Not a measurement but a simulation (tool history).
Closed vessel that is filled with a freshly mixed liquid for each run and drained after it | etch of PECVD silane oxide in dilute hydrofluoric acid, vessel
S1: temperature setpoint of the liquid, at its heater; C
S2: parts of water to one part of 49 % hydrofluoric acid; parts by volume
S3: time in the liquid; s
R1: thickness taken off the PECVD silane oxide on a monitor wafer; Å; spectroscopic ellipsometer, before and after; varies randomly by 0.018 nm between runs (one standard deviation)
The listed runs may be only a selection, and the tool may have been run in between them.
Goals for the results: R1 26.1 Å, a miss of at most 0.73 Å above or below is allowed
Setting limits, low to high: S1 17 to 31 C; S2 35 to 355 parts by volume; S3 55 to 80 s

run	day	S1	S2	S3	R1
1	0	23	195	80	58.079
2	0.138	23	145	80	81.202
3	0.179	26	145	80	91.937
4	0.212	24.5	165	80	74.585
5	0.525	24.5	190	80	62.331
6	0.65	23.5	205	80	55.345
7	0.692	22.5	220	80	48.49
8	1.046	21.5	230	80	44.618
9	1.104	21	240	80	41.269

Consider the 4 candidate settings below. Which is the only one whose results all fall within their allowed miss of target?
A	1.162	22.5	255	70	?
B	1.162	21.5	260	55	?
C	1.162	23.5	205	80	?
D	1.162	19.5	185	80	?

move	R1
A	35.522
B	26.265
C	55.123
D	53.529
A: closer than the last run, but not yet in spec
B: every result lands within tolerance
C: further off than the last run
D: further off than the last run
B meets every target.

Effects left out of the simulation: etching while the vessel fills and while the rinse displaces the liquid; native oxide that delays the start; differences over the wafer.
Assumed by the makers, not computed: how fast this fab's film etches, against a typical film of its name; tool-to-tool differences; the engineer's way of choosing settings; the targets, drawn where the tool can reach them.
